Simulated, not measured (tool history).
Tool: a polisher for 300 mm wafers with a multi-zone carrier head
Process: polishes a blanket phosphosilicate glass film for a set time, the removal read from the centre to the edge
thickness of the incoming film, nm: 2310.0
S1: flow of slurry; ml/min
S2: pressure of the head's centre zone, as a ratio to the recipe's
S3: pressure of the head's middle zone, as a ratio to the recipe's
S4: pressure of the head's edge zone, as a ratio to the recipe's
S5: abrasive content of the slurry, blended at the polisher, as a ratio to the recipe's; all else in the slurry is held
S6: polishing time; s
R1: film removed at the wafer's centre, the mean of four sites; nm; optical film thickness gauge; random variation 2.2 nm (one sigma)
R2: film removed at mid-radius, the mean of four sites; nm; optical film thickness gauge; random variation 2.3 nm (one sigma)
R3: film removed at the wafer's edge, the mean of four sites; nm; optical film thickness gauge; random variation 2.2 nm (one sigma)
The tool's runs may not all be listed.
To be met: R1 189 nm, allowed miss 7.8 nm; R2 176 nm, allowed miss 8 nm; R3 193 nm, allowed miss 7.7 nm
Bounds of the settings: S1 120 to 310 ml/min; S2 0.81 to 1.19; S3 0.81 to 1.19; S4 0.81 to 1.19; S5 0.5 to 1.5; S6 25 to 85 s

{"run": 1, "hour": 0.0, "S1": 200, "S2": 1, "S3": 1, "S4": 1, "S5": 1, "S6": 55, "R1": 405.2, "R2": 427.66, "R3": 405.73}
{"run": 2, "hour": 3.7, "S1": 200, "S2": 1, "S3": 1, "S4": 1, "S5": 0.85, "S6": 55, "R1": 364.29, "R2": 371.99, "R3": 366.53}
{"run": 3, "hour": 7.9, "S1": 195, "S2": 0.99, "S3": 0.99, "S4": 0.99, "S5": 0.8, "S6": 52, "R1": 325.45, "R2": 330.57, "R3": 334.32}
{"run": 4, "hour": 12.9, "S1": 195, "S2": 1.05, "S3": 0.99, "S4": 0.99, "S5": 0.8, "S6": 52, "R1": 341.79, "R2": 334.58, "R3": 328.94}
{"run": 5, "hour": 15.5, "S1": 190, "S2": 1.04, "S3": 0.98, "S4": 0.98, "S5": 0.75, "S6": 50, "R1": 310.02, "R2": 298.53, "R3": 298.6}
{"run": 6, "hour": 22.5, "S1": 145, "S2": 1.04, "S3": 0.98, "S4": 0.98, "S5": 0.75, "S6": 50, "R1": 296.64, "R2": 283.15, "R3": 294.12}
{"run": 7, "hour": 25.8, "S1": 145, "S2": 1.03, "S3": 0.97, "S4": 0.97, "S5": 0.7, "S6": 48, "R1": 259.32, "R2": 258.64, "R3": 262.29}
{"run": 8, "hour": 30.6, "S1": 125, "S2": 1.05, "S3": 0.87, "S4": 0.95, "S5": 0.5, "S6": 42, "R1": 157.99, "R2": 134.99, "R3": 153.54}
{"run": 9, "hour": 32.9, "S1": 140, "S2": 1.04, "S3": 0.88, "S4": 0.96, "S5": 0.5, "S6": 42, "R1": 157.6, "R2": 143.41, "R3": 151.15}
{"run": 10, "hour": 35.1, "S1": 135, "S2": 1.05, "S3": 0.89, "S4": 0.99, "S5": 0.5, "S6": 42, "R1": 158.12, "R2": 145.34, "R3": 151.99}
{"run": 11, "hour": 42.1, "S1": 135, "S2": 1.04, "S3": 0.9, "S4": 0.97, "S5": 0.5, "S6": 42, "R1": 156.38, "R2": 141.86, "R3": 154.18}
{"run": 12, "hour": 47.3, "S1": 135, "S2": 1.04, "S3": 0.92, "S4": 0.95, "S5": 0.5, "S6": 42, "R1": 156.85, "R2": 143.41, "R3": 150.65}
{"run": 13, "hour": 55.7, "S1": 135, "S2": 1.05, "S3": 0.91, "S4": 0.98, "S5": 0.5, "S6": 42, "R1": 160.44, "R2": 142.94, "R3": 150.7}
{"run": 14, "hour": 63.9, "S1": 135, "S2": 1.05, "S3": 0.91, "S4": 0.97, "S5": 0.5, "S6": 42, "R1": 159.74, "R2": 143.42, "R3": 156.75}
{"run": 15, "hour": 70.6, "S1": 135, "S2": 1.06, "S3": 0.94, "S4": 0.97, "S5": 0.5, "S6": 42, "R1": 160.08, "R2": 143.51, "R3": 153.24}
{"run": 16, "hour": 75.6, "S1": 135, "S2": 1.05, "S3": 0.93, "S4": 0.97, "S5": 0.5, "S6": 42, "R1": 155.56, "R2": 143.28, "R3": 156.62}

4 next moves are on the table. One of them brings every result within its allowed miss. Which?
{"run": "A", "hour": 80.6, "S1": 130, "S2": 1.09, "S3": 0.95, "S4": 0.94, "S5": 0.6, "S6": 43, "R1": "?", "R2": "?", "R3": "?"}
{"run": "B", "hour": 80.6, "S1": 135, "S2": 0.98, "S3": 0.85, "S4": 0.97, "S5": 0.5, "S6": 48, "R1": "?", "R2": "?", "R3": "?"}
{"run": "C", "hour": 80.6, "S1": 125, "S2": 1.02, "S3": 0.9, "S4": 0.99, "S5": 0.55, "S6": 46, "R1": "?", "R2": "?", "R3": "?"}
{"run": "D", "hour": 80.6, "S1": 160, "S2": 1.02, "S3": 0.99, "S4": 1.08, "S5": 0.9, "S6": 28, "R1": "?", "R2": "?", "R3": "?"}

move=A R1=211.26 R2=192.41 R3=196.29
move=B R1=170.14 R2=157.3 R3=177.94
move=C R1=189.02 R2=176.28 R3=192.68
move=D R1=191.56 R2=192.01 R3=197.93
A: brings the result that was furthest off to its target, and leaves another outside
B: nearer than the last run, and not there yet
C: meets every target
D: brings the result that was furthest off to its target, and leaves another outside
The right move is C.
